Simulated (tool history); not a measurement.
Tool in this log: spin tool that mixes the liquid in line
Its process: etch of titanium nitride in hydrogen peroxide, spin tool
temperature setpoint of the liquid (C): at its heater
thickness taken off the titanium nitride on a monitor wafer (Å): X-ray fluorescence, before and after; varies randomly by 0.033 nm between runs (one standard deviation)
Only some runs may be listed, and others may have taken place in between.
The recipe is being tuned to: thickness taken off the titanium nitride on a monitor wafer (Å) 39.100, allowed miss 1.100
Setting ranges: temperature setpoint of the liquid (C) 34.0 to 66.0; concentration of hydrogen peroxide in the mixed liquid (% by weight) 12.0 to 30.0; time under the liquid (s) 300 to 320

run	day	temperature setpoint of the liquid (C)	concentration of hydrogen peroxide in the mixed liquid (% by weight)	time under the liquid (s)	thickness taken off the titanium nitride on a monitor wafer (Å)
1	0.000	50.0	23.0	300	103.150
2	0.300	50.0	27.0	300	105.530
3	0.671	50.0	29.5	300	107.420
4	0.767	50.0	30.0	300	108.140
5	1.033	50.0	30.0	320	115.140
6	1.204	50.0	30.0	320	116.540
7	1.279	45.0	30.0	320	80.964
8	1.642	42.0	30.0	320	64.292
9	1.979	34.0	29.5	320	34.030

Which one of the following 5 next-run settings gets every result inside its allowed miss? There is exactly one.
A	2.317	34.0	24.0	300	?
B	2.317	35.0	20.5	300	?
C	2.317	35.5	25.5	310	?
D	2.317	37.5	20.5	300	?
E	2.317	34.0	29.0	300	?

move	thickness taken off the titanium nitride on a monitor wafer (Å)
A	30.655
B	32.087
C	36.167
D	39.073
E	31.954
A: lands further from the targets than the last run did
B: lands further from the targets than the last run did
C: nearer the targets than the last run, but a result is still out of spec
D: in spec on every target
E: lands further from the targets than the last run did
D meets every target.
